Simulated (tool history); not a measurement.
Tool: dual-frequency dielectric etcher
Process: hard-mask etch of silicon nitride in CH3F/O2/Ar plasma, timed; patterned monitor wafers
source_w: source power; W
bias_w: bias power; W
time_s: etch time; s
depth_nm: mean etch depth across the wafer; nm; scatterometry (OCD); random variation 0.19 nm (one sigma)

{"run": 1, "hour": 0.0, "source_w": 390, "bias_w": 63, "time_s": 139.5, "depth_nm": 74.253}
{"run": 2, "hour": 3.9, "source_w": 360, "bias_w": 63, "time_s": 139.5, "depth_nm": 71.598}
{"run": 3, "hour": 10.0, "source_w": 360, "bias_w": 67, "time_s": 139.5, "depth_nm": 72.077}
{"run": 4, "hour": 18.3, "source_w": 420, "bias_w": 67, "time_s": 139.5, "depth_nm": 77.922}
{"run": 5, "hour": 27.1, "source_w": 420, "bias_w": 73, "time_s": 139.5, "depth_nm": 79.497}
{"run": 6, "hour": 27.8, "source_w": 380, "bias_w": 72, "time_s": 139.5, "depth_nm": 75.289}

The next listed run, before its measurement:
{"run": 7, "hour": 33.2, "source_w": 350, "bias_w": 72, "time_s": 139.5, "depth_nm": "?"}

Run 7 gave depth_nm 72.433 nm.
